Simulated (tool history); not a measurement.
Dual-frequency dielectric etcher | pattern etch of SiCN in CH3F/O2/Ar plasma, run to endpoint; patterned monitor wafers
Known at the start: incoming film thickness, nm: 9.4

run	day	source power (W)	bias power (W)	endpoint time (s)
1	0	550	56	25.2
2	0.029	600	56	24.154
3	0.142	600	63	23.244
4	0.446	600	58	23.803
5	0.579	630	59	23.174
6	0.775	660	60	22.862
7	0.846	660	60	22.74

Forecast run 8:
# day 1.138: wet clean of the chamber
8	1.138	770	66	?

Run 8 gave endpoint time (s) 20.112.
